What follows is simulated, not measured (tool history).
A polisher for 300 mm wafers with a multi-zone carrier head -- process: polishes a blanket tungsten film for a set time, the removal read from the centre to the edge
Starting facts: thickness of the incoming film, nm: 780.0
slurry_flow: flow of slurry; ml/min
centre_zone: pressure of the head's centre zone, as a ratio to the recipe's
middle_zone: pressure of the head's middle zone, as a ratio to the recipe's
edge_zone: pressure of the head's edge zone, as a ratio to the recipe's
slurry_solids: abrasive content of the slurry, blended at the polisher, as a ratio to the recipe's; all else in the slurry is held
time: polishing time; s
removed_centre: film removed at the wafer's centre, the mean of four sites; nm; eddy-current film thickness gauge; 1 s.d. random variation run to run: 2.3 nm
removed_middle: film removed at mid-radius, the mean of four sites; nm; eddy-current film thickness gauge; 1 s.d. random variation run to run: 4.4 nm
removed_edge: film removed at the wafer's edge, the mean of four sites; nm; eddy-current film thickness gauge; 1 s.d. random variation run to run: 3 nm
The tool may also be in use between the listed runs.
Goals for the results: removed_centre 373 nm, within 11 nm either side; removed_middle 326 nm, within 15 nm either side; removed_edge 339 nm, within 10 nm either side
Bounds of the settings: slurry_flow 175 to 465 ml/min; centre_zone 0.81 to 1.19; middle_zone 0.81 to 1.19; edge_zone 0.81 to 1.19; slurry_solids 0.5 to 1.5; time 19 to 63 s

run 1 hour=0 | slurry_flow=295 centre_zone=1 middle_zone=1 edge_zone=1 slurry_solids=1 time=41 | removed_centre=263.46 removed_middle=258.49 removed_edge=265.12
run 2 hour=3.3 | slurry_flow=295 centre_zone=1 middle_zone=1 edge_zone=1 slurry_solids=1.15 time=41 | removed_centre=265.72 removed_middle=269.84 removed_edge=267.17
run 3 hour=6.4 | slurry_flow=295 centre_zone=1 middle_zone=1 edge_zone=1 slurry_solids=1.25 time=41 | removed_centre=271.84 removed_middle=268.47 removed_edge=276.37
run 4 hour=14.2 | slurry_flow=295 centre_zone=1.08 middle_zone=1 edge_zone=1 slurry_solids=1.25 time=41 | removed_centre=291.91 removed_middle=267.75 removed_edge=270.48
run 5 hour=18.8 | slurry_flow=355 centre_zone=1.08 middle_zone=1 edge_zone=1 slurry_solids=1.25 time=41 | removed_centre=294.62 removed_middle=274.76 removed_edge=275.96
run 6 hour=24.6 | slurry_flow=355 centre_zone=1.1 middle_zone=1 edge_zone=1.02 slurry_solids=1.3 time=42 | removed_centre=310.39 removed_middle=276.4 removed_edge=286.96
run 7 hour=31 | slurry_flow=360 centre_zone=1.11 middle_zone=1.02 edge_zone=1.04 slurry_solids=1.35 time=43 | removed_centre=318.43 removed_middle=294.09 removed_edge=300.23
run 8 hour=33.9 | slurry_flow=360 centre_zone=1.12 middle_zone=1.02 edge_zone=1.05 slurry_solids=1.4 time=44 | removed_centre=334.34 removed_middle=308.9 removed_edge=309.36
run 9 hour=41.9 | slurry_flow=365 centre_zone=1.13 middle_zone=1.01 edge_zone=1.06 slurry_solids=1.4 time=45 | removed_centre=344.66 removed_middle=302.59 removed_edge=323.32
run 10 hour=45.4 | slurry_flow=365 centre_zone=1.14 middle_zone=1.02 edge_zone=1.07 slurry_solids=1.4 time=45 | removed_centre=349.62 removed_middle=319.05 removed_edge=320.56
run 11 hour=47.4 | slurry_flow=365 centre_zone=1.15 middle_zone=1.02 edge_zone=1.08 slurry_solids=1.4 time=45 | removed_centre=352.02 removed_middle=312.56 removed_edge=319.7

Consider the 5 candidate settings below. Which is the only one whose results all fall within their allowed miss of target?
run A hour=49.4 | slurry_flow=245 centre_zone=1.17 middle_zone=0.88 edge_zone=1.05 slurry_solids=1.5 time=49 | removed_centre=? removed_middle=? removed_edge=?
run B hour=49.4 | slurry_flow=375 centre_zone=1.09 middle_zone=1.15 edge_zone=1.06 slurry_solids=1.35 time=48 | removed_centre=? removed_middle=? removed_edge=?
run C hour=49.4 | slurry_flow=435 centre_zone=1.05 middle_zone=0.84 edge_zone=1.19 slurry_solids=1.4 time=48 | removed_centre=? removed_middle=? removed_edge=?
run D hour=49.4 | slurry_flow=385 centre_zone=1.06 middle_zone=1.1 edge_zone=1.06 slurry_solids=1.3 time=48 | removed_centre=? removed_middle=? removed_edge=?
run E hour=49.4 | slurry_flow=380 centre_zone=1.18 middle_zone=1.01 edge_zone=1.08 slurry_solids=1.35 time=47 | removed_centre=? removed_middle=? removed_edge=?

move=A removed_centre=375.8 removed_middle=305.71 removed_edge=342.71
move=B removed_centre=354.96 removed_middle=368.47 removed_edge=340.09
move=C removed_centre=348.93 removed_middle=301.22 removed_edge=367.08
move=D removed_centre=344.98 removed_middle=355.42 removed_edge=338.73
move=E removed_centre=372.7 removed_middle=329.09 removed_edge=336.9
A: puts the biggest miss on target and leaves a different result outside tolerance
B: puts the biggest miss on target and leaves a different result outside tolerance
C: pushes the last run's worst result past its target
D: puts the biggest miss on target and leaves a different result outside tolerance
E: in spec on every target
The move that meets every target is E.
